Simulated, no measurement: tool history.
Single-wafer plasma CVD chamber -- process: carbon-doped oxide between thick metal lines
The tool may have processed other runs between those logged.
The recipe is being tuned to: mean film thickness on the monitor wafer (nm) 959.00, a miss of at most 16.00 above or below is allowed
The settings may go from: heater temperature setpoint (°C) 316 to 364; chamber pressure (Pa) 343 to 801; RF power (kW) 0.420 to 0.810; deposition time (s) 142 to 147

run	day	heater temperature setpoint (°C)	chamber pressure (Pa)	RF power (kW)	deposition time (s)	mean film thickness on the monitor wafer (nm)
1	0.000	340	572	0.615	142	795.60
2	0.071	340	572	0.535	142	707.45
3	0.367	333	572	0.535	142	723.79
4	0.654	333	572	0.535	142	720.58
5	0.967	333	572	0.455	142	613.89
6	1.142	338	572	0.455	142	605.43
7	1.333	338	572	0.455	142	602.44
8	1.450	336	593	0.480	142	646.80
9	1.508	334	620	0.500	142	684.38
10	1.596	332	643	0.515	142	716.99
11	1.667	330	663	0.530	142	739.07
12	1.892	329	677	0.545	142	768.68
13	2.217	328	692	0.555	142	785.84
14	2.317	320	801	0.655	143	940.61

Exactly one of the 4 candidate moves below puts every result within its allowed miss. Which one?
A	2.417	321	727	0.640	142	?
B	2.417	321	801	0.650	146	?
C	2.417	318	800	0.610	146	?
D	2.417	323	799	0.645	142	?

move	mean film thickness on the monitor wafer (nm)
A	901.02
B	949.72
C	912.23
D	912.60
A: moves away from the targets compared with the last run
B: every result lands within tolerance
C: moves away from the targets compared with the last run
D: moves away from the targets compared with the last run
The move that meets every target is B.
